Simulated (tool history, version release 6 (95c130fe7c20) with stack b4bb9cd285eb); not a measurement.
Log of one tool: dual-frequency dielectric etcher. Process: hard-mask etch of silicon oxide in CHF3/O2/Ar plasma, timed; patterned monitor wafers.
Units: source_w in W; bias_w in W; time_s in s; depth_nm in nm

| run | day | source_w | bias_w | time_s | depth_nm |
|---|---|---|---|---|---|
| 1 | 0 | 760 | 195 | 16 | 37.817 |
| 2 | 0.058 | 780 | 196 | 16 | 38.032 |
| 3 | 0.108 | 910 | 196 | 16 | 40.476 |
| 4 | 0.179 | 910 | 196 | 14.5 | 36.444 |
| 5 | 0.325 | 920 | 203 | 14.5 | 36.965 |
| 6 | 0.4 | 930 | 208 | 14.5 | 37.342 |
| 7 | 0.617 | 940 | 213 | 14.5 | 37.854 |
| 8 | 0.912 | 950 | 218 | 14.5 | 38.674 |

Run 9 comes next. What will it give?
| 9 | 1.054 | 960 | 222 | 14.5 | ? |

depth_nm: 38.546 nm
